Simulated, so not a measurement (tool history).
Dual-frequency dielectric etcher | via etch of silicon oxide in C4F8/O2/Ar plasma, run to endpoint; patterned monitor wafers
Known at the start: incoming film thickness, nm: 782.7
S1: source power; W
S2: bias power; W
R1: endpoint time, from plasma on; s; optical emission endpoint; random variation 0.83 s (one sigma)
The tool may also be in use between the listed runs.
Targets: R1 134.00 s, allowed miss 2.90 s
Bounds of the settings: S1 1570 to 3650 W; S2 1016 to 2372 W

{"run": 1, "day": 0.0, "S1": 2610, "S2": 1694, "R1": 144.72}
{"run": 2, "day": 0.346, "S1": 2380, "S2": 1694, "R1": 150.4}
{"run": 3, "day": 0.458, "S1": 2570, "S2": 1727, "R1": 145.36}
{"run": 4, "day": 0.533, "S1": 2570, "S2": 1465, "R1": 150.71}
{"run": 5, "day": 0.733, "S1": 2760, "S2": 1465, "R1": 147.75}
{"run": 6, "day": 0.996, "S1": 2950, "S2": 1504, "R1": 141.63}
{"run": 7, "day": 1.058, "S1": 2950, "S2": 1504, "R1": 142.71}
{"run": 8, "day": 1.379, "S1": 3070, "S2": 1528, "R1": 139.42}

Which of these 4 next moves meets every target?
{"run": "A", "day": 1.7, "S1": 3220, "S2": 1753, "R1": "?"}
{"run": "B", "day": 1.7, "S1": 3610, "S2": 1804, "R1": "?"}
{"run": "C", "day": 1.7, "S1": 3530, "S2": 1911, "R1": "?"}
{"run": "D", "day": 1.7, "S1": 3620, "S2": 1926, "R1": "?"}

move=A R1=134.93
move=B R1=128.51
move=C R1=128.19
move=D R1=126.78
A: meets every target
B: takes the result that was furthest off past its target
C: takes the result that was furthest off past its target
D: takes the result that was furthest off past its target
The right move is A.

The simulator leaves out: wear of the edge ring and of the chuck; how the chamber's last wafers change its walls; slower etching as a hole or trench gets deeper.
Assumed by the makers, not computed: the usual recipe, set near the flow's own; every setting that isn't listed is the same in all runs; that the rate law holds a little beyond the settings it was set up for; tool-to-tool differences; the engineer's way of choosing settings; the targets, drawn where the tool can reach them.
